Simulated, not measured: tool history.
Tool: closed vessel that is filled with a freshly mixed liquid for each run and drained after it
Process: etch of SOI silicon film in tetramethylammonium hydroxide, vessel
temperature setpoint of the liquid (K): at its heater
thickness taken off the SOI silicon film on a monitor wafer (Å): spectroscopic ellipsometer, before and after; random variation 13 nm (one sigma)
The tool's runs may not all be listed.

run,hour,temperature setpoint of the liquid (K),concentration of hydroxide in the mixed liquid (% by weight),time in the liquid (s),thickness taken off the SOI silicon film on a monitor wafer (Å)
1,0.0,346.15,11.0,100,8074.0
2,1.4,347.65,11.0,100,8822.9
3,10.2,347.65,12.5,100,8339.5
4,12.6,347.65,14.5,100,7917.2
5,15.6,347.65,14.5,100,7781.6
6,17.5,349.15,14.5,100,8694.3
7,24.1,350.65,14.5,100,9252.1
8,29.3,351.65,14.5,100,9734.5

Forecast run 9:
9,32.2,352.65,14.5,100,?

Run 9 gave thickness taken off the SOI silicon film on a monitor wafer (Å) 10256.0.
